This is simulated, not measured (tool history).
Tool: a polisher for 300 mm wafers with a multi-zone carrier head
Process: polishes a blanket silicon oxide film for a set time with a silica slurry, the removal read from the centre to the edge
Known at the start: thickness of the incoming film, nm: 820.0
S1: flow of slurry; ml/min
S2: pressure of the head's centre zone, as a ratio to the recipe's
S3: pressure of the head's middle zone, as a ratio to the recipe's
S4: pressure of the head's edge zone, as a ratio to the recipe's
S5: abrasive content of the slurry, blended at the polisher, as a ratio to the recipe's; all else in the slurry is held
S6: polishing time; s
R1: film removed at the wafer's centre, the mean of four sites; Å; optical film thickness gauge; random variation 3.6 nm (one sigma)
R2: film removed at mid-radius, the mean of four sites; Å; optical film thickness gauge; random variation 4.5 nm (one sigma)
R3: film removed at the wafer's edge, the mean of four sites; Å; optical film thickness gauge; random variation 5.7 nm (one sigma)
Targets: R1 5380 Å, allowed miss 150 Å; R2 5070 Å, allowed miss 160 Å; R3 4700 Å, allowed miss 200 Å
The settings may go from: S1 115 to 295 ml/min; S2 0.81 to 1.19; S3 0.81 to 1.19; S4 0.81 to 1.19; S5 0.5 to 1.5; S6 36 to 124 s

run,hour,S1,S2,S3,S4,S5,S6,R1,R2,R3
1,0,190,1,1,1,1,79,3273.9,3112.6,3146.3
2,1.6,195,1.02,1.02,1.02,1.05,80,3488.6,3285.6,3298.9
3,6.7,170,1.02,1.02,1.02,1.05,80,3451.8,3202.2,3212.1
4,9.9,170,1.02,0.93,1.02,1.05,80,3427.1,2918.6,3314.6
5,11.4,170,1.02,0.93,1.02,0.85,80,2988.3,2582.2,2882.4
6,15.7,130,1.02,0.93,1.02,0.85,80,2818.4,2420.7,2698.1
7,20.4,145,1.03,0.96,1.03,0.9,80,2993.5,2670.3,2879.9
8,23.3,160,1.05,0.98,1.04,0.95,80,3264,2845.2,3024.6
9,23.8,210,1.07,1.08,1.14,1.2,84,4191.3,3925.8,3928
10,25,215,1.08,1.09,1.14,1.25,84,4396.1,4020.7,4075
11,32.9,220,1.08,1.1,1.14,1.25,84,4361.6,3999,3999
12,36.7,225,1.08,1.11,1.14,1.3,85,4534,4187.3,4233.5
13,44.4,225,1.08,1.12,1.12,1.3,86,4568,4281,4165.8
14,51.9,230,1.08,1.13,1.12,1.3,86,4581.6,4420.8,4247.1
15,60.6,230,1.08,1.13,1.12,1.3,86,4609.9,4379.5,4145.7
16,64.5,235,1.08,1.14,1.13,1.3,86,4558.5,4383.6,4328.3
17,68.2,235,1.09,1.15,1.13,1.3,86,4635.8,4414.6,4228.1

4 next moves are on the table. One of them brings every result within its allowed miss. Which?
A,71.9,265,1.11,1.16,1.11,1.45,92,?,?,?
B,71.9,230,1.11,1,1.17,1.5,98,?,?,?
C,71.9,255,0.96,1.08,1.19,1.5,96,?,?,?
D,71.9,235,1.08,1.09,1.19,1.3,93,?,?,?

move,R1,R2,R3
A,5409.5,5062.6,4812.7
B,5726.1,4734.8,5283.4
C,4917.5,5018.5,5266.1
D,4989.7,4559.9,4761.3
A: meets every target
B: takes the result that was furthest off past its target
C: nearer than the last run, and not there yet
D: nearer than the last run, and not there yet
Answer: A
